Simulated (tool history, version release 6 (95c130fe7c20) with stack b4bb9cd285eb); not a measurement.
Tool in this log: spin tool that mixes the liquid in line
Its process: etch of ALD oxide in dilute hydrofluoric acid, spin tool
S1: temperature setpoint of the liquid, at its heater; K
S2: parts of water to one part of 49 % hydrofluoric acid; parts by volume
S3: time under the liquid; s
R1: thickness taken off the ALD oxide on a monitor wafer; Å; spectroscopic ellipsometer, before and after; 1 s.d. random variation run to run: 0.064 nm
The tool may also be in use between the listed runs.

run	day	S1	S2	S3	R1
1	0	297.15	145	265	191.1
2	0.338	295.15	160	265	157.4
3	0.533	293.65	175	265	134.14
4	0.567	293.65	175	285	143.96
5	0.604	292.65	185	285	129.18
6	0.862	292.65	185	265	119.55

Run 7 comes next. What will it give?
7	1.138	292.15	195	265	?

{"run 7": {"R1": 111.3}}
